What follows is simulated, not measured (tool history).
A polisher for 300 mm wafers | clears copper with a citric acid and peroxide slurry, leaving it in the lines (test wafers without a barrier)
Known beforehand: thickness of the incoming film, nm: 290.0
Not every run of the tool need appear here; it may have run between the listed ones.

run,hour,flow of slurry (ml/min),pressure of the wafer on the pad (psi),speed of the pad under the wafer (cm/s),abrasive content of the slurry,overpolish time after the end point (s),time until the end point was called (s),dishing of a wide line in a test structure (nm)
1,0.0,120,3.0,140,1.00,22,89.701,46.505
2,8.9,120,2.7,150,1.00,17,92.369,36.154
3,10.2,120,3.0,150,1.00,17,85.348,37.592
4,17.7,105,3.1,154,0.85,14,87.148,32.702
5,25.9,95,3.0,166,0.75,12,88.496,28.040
6,30.3,85,2.8,182,0.65,10,92.303,22.729
7,36.4,80,2.7,192,0.60,9,95.954,20.401
8,40.3,75,2.7,200,0.55,8,92.943,17.793
9,46.8,75,2.7,202,0.55,8,92.682,18.946

Estimate the outcome of run 10 from the log above:
10,51.9,105,2.7,194,0.80,7,?,?

Run 10 yielded time until the end point was called (s) 82.876, dishing of a wide line in a test structure (nm) 18.107.
